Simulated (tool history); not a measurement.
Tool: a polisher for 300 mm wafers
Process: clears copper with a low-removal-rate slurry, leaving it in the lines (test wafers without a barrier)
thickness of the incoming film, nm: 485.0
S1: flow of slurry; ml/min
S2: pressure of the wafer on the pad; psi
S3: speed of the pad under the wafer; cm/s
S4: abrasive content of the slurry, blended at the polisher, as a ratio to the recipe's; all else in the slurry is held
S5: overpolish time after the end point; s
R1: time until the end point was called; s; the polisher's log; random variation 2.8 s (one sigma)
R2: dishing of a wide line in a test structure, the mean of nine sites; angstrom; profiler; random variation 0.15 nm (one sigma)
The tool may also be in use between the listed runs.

| run | hour | S1 | S2 | S3 | S4 | S5 | R1 | R2 |
|---|---|---|---|---|---|---|---|---|
| 1 | 0 | 185 | 3.7 | 88 | 1 | 17 | 163.61 | 242.64 |
| 2 | 0.8 | 185 | 3.5 | 88 | 1 | 16 | 170.85 | 219.8 |
| 3 | 8.2 | 150 | 3.5 | 88 | 1 | 16 | 182.49 | 218.89 |
| 4 | 14 | 165 | 3.3 | 88 | 1 | 15 | 185.32 | 204.74 |
| 5 | 15.6 | 180 | 3.1 | 88 | 1 | 14 | 192.4 | 193.07 |
| 6 | 20.1 | 180 | 3.1 | 88 | 1 | 10 | 195.46 | 155.63 |
| 7 | 28.8 | 190 | 2.9 | 88 | 1 | 9 | 207.47 | 137.04 |
| 8 | 33.7 | 200 | 2.8 | 88 | 1 | 9 | 213.34 | 136.35 |
|  | 36 | slurry nozzle cleaned |
| 9 | 36 | 200 | 2.8 | 88 | 1 | 9 | 201.37 | 137.81 |
| 10 | 39.3 | 205 | 2.7 | 88 | 1 | 9 | 205.09 | 135.3 |
| 11 | 41.3 | 210 | 2.6 | 88 | 1 | 9 | 215.91 | 134.23 |
| 12 | 49.6 | 220 | 2.5 | 88 | 1 | 9 | 219.25 | 130.75 |
| 13 | 55.2 | 230 | 2.4 | 90 | 1 | 9 | 227.37 | 128.31 |
| 14 | 62 | 235 | 2.3 | 92 | 1.05 | 9 | 227.56 | 125.14 |
| 15 | 68.2 | 240 | 2.2 | 94 | 1.1 | 9 | 228.05 | 125.94 |
| 16 | 69.8 | 240 | 2.2 | 94 | 1.1 | 9 | 231.67 | 123.56 |

Forecast run 17:
| 17 | 74.9 | 245 | 2.1 | 96 | 1.1 | 9 | ? | ? |

R1: 230.8 s
R2: 122.46 angstrom

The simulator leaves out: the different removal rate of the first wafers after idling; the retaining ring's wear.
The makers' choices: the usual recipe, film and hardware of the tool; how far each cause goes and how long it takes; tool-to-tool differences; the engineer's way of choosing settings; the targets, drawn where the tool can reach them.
